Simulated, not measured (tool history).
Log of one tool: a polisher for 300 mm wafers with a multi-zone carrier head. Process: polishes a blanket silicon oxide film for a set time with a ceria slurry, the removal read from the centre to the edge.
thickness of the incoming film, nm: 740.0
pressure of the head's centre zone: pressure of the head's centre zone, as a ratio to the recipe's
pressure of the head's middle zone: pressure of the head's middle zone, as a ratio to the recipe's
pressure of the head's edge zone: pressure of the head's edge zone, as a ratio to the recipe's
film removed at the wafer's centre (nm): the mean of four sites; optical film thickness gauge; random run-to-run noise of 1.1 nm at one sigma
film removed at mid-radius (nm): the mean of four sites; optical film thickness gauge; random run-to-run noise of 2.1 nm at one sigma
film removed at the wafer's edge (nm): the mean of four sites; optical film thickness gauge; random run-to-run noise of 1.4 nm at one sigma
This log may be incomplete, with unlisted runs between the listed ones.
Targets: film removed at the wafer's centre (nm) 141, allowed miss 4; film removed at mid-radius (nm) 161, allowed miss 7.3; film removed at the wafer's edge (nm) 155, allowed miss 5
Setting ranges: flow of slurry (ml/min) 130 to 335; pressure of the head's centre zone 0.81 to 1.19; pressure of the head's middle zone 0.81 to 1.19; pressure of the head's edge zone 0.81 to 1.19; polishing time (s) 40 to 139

run  hour  flow of slurry (ml/min)  pressure of the head's centre zone  pressure of the head's middle zone  pressure of the head's edge zone  polishing time (s)  film removed at the wafer's centre (nm)  film removed at mid-radius (nm)  film removed at the wafer's edge (nm)
  1     0                      215                                   1                                   1                                 1                  89                                   319.26                           286.48                                 286.03
  2   1.7                      190                                0.94                                1.01                              0.99                  74                                   246.06                           244.29                                 233.56
  3   6.1                      190                                0.94                                0.93                              0.99                  74                                    246.6                           223.87                                 230.65
  4  14.9                      190                                0.94                                0.93                              0.99                  92                                   306.44                           278.83                                  289.7
  5  16.5                      190                                0.94                                0.93                              1.05                  92                                   307.76                           280.86                                 297.03
  6  22.1                      175                                 0.9                                0.94                              1.05                  76                                    240.4                           229.32                                 243.82
  7  25.6                      165                                0.87                                0.96                              1.03                  66                                      204                           199.89                                 213.91
     26.2  -- centre zone pressure recalibrated
  8  26.2                      160                                0.85                                   1                                 1                  59                                   160.84                           185.42                                 184.01
  9  28.8                      160                                0.85                                0.98                              0.95                  58                                   158.74                           181.11                                  176.9
 10  32.1                      160                                0.85                                0.96                              0.91                  57                                   154.66                           174.28                                 171.35
 11  36.3                      160                                0.85                                0.95                              0.88                  56                                    153.9                           168.29                                 166.27
 12  43.7                      145                                0.81                                0.97                              0.83                  52                                   135.83                           158.19                                 147.32
 13  51.6                      155                                0.81                                0.97                              0.84                  52                                   134.95                           158.94                                 147.98
 14  57.7                      160                                0.81                                0.97                              0.85                  52                                   136.84                           159.24                                 150.67

Next run, 4 choices. One meets every target within its allowed miss, the rest don't. Which?
  A  63.8                      190                                0.81                                0.93                              0.84                  53                                        ?                                ?                                      ?
  B  63.8                      190                                0.84                                1.01                              0.81                  51                                        ?                                ?                                      ?
  C  63.8                      175                                0.85                                1.04                              0.81                  51                                        ?                                ?                                      ?
  D  63.8                      185                                0.87                                0.98                              0.82                  51                                        ?                                ?                                      ?

move  film removed at the wafer's centre (nm)  film removed at mid-radius (nm)  film removed at the wafer's edge (nm)
   A                                   141.73                           162.23                                 151.68
   B                                   140.72                            167.3                                 143.49
   C                                   140.71                           169.93                                 142.46
   D                                   144.47                           162.59                                    144
A: all results in spec
B: brings the last run's worst result on target, with another outside its allowed miss
C: brings the last run's worst result on target, with another outside its allowed miss
D: brings the last run's worst result on target, with another outside its allowed miss
Move A is the one to make.
